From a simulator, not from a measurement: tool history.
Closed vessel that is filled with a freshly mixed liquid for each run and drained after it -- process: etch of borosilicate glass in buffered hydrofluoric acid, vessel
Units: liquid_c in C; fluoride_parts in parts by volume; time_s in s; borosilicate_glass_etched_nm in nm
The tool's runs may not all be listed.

{"run": 1, "day": 0.0, "liquid_c": 22, "fluoride_parts": 17, "time_s": 100, "borosilicate_glass_etched_nm": 59.285}
{"run": 2, "day": 0.038, "liquid_c": 23.5, "fluoride_parts": 17, "time_s": 100, "borosilicate_glass_etched_nm": 65.277}
{"run": 3, "day": 0.175, "liquid_c": 25, "fluoride_parts": 17, "time_s": 100, "borosilicate_glass_etched_nm": 70.258}
{"run": 4, "day": 0.417, "liquid_c": 25.5, "fluoride_parts": 17, "time_s": 100, "borosilicate_glass_etched_nm": 72.581}
{"run": 5, "day": 0.525, "liquid_c": 26, "fluoride_parts": 17, "time_s": 100, "borosilicate_glass_etched_nm": 74.245}
{"run": 6, "day": 0.842, "liquid_c": 26, "fluoride_parts": 12, "time_s": 100, "borosilicate_glass_etched_nm": 104.72}
{"run": 7, "day": 1.042, "liquid_c": 24.5, "fluoride_parts": 12, "time_s": 100, "borosilicate_glass_etched_nm": 95.721}

What does the tool deliver on the next run?
{"run": 8, "day": 1.096, "liquid_c": 23.5, "fluoride_parts": 12, "time_s": 100, "borosilicate_glass_etched_nm": "?"}

{"run 8": {"borosilicate_glass_etched_nm": 91.303}}
